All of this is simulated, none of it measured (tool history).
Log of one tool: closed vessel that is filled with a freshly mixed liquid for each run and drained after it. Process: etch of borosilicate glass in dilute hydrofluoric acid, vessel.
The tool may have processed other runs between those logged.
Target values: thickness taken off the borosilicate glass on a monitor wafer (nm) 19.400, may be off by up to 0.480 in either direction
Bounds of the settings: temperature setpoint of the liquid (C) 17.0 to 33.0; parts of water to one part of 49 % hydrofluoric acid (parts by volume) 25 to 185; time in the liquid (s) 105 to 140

run	hour	temperature setpoint of the liquid (C)	parts of water to one part of 49 % hydrofluoric acid (parts by volume)	time in the liquid (s)	thickness taken off the borosilicate glass on a monitor wafer (nm)
1	0.0	25.0	105	140	27.225
2	1.6	28.5	105	140	31.419
3	8.1	26.0	105	140	28.413
4	13.9	28.0	105	140	30.621
5	16.1	26.5	105	140	28.936
6	19.2	23.5	105	140	25.890
7	21.2	23.5	105	140	25.703
8	28.1	22.5	105	140	24.615
9	35.2	21.5	105	140	23.765
10	37.9	21.0	105	140	23.420
11	40.7	20.5	105	140	22.898
12	43.1	20.0	105	140	22.333
13	45.4	19.5	105	140	21.770
14	51.6	19.0	105	140	21.467
15	60.0	18.5	105	140	20.979
16	69.3	17.5	105	140	20.111

Of the 4 settings listed for the next run, only one would bring every result within its allowed miss of target. Which one?
A	78.6	17.5	105	135	?
B	78.6	17.0	80	110	?
C	78.6	18.5	105	135	?
D	78.6	21.5	90	105	?

move	thickness taken off the borosilicate glass on a monitor wafer (nm)
A	19.499
B	20.964
C	20.329
D	21.224
A: hits every target within its allowed miss
B: its largest miss is bigger than the last run's
C: its largest miss is bigger than the last run's
D: its largest miss is bigger than the last run's
So the answer is move A, the one that meets all the targets.

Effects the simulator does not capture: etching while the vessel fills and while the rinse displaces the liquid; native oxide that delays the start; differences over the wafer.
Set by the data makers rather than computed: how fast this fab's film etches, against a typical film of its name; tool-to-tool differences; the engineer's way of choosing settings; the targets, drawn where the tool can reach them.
